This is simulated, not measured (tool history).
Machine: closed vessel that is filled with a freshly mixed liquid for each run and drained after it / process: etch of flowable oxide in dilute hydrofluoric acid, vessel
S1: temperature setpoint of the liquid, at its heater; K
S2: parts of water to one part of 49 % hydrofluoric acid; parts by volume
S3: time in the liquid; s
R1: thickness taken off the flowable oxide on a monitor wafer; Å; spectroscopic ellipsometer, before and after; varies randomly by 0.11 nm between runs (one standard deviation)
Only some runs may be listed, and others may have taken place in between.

run,day,S1,S2,S3,R1
1,0.000,298.15,280,200,178.15
2,0.229,298.15,280,200,177.83
3,0.562,298.15,185,200,297.64
4,0.933,298.15,185,160,234.50
5,1.308,297.15,200,160,209.00
6,1.354,294.15,200,160,185.50
7,1.462,293.65,210,160,174.11

What does the tool deliver on the next run?
8,1.600,290.15,290,160,?

R1: 101.44 Å
